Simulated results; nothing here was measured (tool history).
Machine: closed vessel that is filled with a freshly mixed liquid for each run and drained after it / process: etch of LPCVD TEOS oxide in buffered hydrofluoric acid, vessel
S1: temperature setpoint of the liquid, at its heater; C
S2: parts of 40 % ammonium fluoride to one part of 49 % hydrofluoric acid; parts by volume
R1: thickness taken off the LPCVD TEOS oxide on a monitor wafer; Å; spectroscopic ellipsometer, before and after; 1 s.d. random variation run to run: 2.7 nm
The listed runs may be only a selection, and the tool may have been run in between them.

{"run": 1, "day": 0.0, "S1": 24, "S2": 7.5, "time in the liquid (s)": 105, "R1": 5607.7}
{"run": 2, "day": 0.175, "S1": 23.5, "S2": 7.5, "time in the liquid (s)": 105, "R1": 5448.2}
{"run": 3, "day": 0.446, "S1": 23, "S2": 7.5, "time in the liquid (s)": 105, "R1": 5314.3}
{"run": 4, "day": 0.771, "S1": 23, "S2": 6, "time in the liquid (s)": 105, "R1": 6696.2}
{"run": 5, "day": 0.983, "S1": 23, "S2": 6, "time in the liquid (s)": 105, "R1": 6714.7}
{"run": 6, "day": 1.188, "S1": 23, "S2": 6, "time in the liquid (s)": 110, "R1": 7023.9}
{"run": 7, "day": 1.45, "S1": 22, "S2": 6, "time in the liquid (s)": 110, "R1": 6590.4}
{"run": 8, "day": 1.496, "S1": 21.5, "S2": 6, "time in the liquid (s)": 110, "R1": 6488.4}

Run 9 comes next. What will it give?
{"run": 9, "day": 1.812, "S1": 21, "S2": 6, "time in the liquid (s)": 110, "R1": "?"}

R1: 6359.8 Å

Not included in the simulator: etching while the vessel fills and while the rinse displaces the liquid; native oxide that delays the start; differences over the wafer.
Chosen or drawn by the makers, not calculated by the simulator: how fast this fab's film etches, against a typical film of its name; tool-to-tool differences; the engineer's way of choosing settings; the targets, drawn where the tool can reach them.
